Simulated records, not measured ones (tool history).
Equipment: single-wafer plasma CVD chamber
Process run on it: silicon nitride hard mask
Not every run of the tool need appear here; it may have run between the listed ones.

run,hour,heater temperature setpoint (°C),chamber pressure (mTorr),RF power (W),deposition time (s),mean film thickness on the monitor wafer (Å)
1,0,375,1130,305,24.8,311.72
2,1.3,375,950,305,24.8,295.15
3,5.1,375,950,280,24.8,270.85
4,8,375,1000,285,24.8,279.35
5,13,375,1140,285,24.8,291.6
6,16.6,375,1140,285,24.8,290.92
7,21.5,375,1170,290,24.8,297.7

Run 8 is up next; what results do you expect?
8,26.5,375,1200,295,24.8,?

Run 8 measured mean film thickness on the monitor wafer (Å) 306.67.

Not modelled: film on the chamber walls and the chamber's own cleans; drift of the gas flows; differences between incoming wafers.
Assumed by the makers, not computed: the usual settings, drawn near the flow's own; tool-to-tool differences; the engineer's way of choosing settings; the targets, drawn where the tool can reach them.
